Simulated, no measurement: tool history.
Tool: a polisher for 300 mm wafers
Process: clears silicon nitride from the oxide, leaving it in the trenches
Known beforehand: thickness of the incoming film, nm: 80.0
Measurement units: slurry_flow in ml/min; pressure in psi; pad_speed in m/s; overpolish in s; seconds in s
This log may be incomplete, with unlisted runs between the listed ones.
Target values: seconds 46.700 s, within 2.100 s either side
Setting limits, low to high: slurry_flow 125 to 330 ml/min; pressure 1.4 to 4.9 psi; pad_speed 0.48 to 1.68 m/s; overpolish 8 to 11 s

| run | hour | slurry_flow | pressure | pad_speed | overpolish | seconds |
|---|---|---|---|---|---|---|
| 1 | 0.0 | 210 | 3.1 | 1.08 | 11 | 81.071 |
| 2 | 5.5 | 210 | 2.8 | 1.08 | 11 | 87.191 |
| 3 | 6.4 | 210 | 3.1 | 1.10 | 11 | 82.846 |
| 4 | 14.0 | 210 | 3.4 | 1.14 | 11 | 72.446 |
| 5 | 22.4 | 210 | 3.6 | 1.16 | 11 | 69.686 |
|  | 29.4 | worn pad replaced by a new one |
| 6 | 29.4 | 210 | 3.3 | 1.16 | 11 | 66.838 |
| 7 | 38.2 | 210 | 3.3 | 1.16 | 11 | 67.452 |
| 8 | 42.2 | 210 | 3.5 | 1.16 | 11 | 63.194 |

Exactly one of the 4 candidate moves below puts every result within its allowed miss. Which one?
| A | 46.2 | 230 | 4.4 | 1.52 | 11 | ? |
| B | 46.2 | 210 | 4.3 | 1.38 | 11 | ? |
| C | 46.2 | 205 | 3.7 | 1.38 | 8 | ? |
| D | 46.2 | 195 | 4.0 | 1.32 | 11 | ? |

| move | seconds |
|---|---|
| A | 42.570 |
| B | 47.186 |
| C | 54.077 |
| D | 52.399 |
A: carries the result that was furthest off beyond its target, to the other side
B: hits every target within its allowed miss
C: moves toward the targets from the last run without getting all of them in spec
D: moves toward the targets from the last run without getting all of them in spec
B is the move that brings every result within its allowed miss.

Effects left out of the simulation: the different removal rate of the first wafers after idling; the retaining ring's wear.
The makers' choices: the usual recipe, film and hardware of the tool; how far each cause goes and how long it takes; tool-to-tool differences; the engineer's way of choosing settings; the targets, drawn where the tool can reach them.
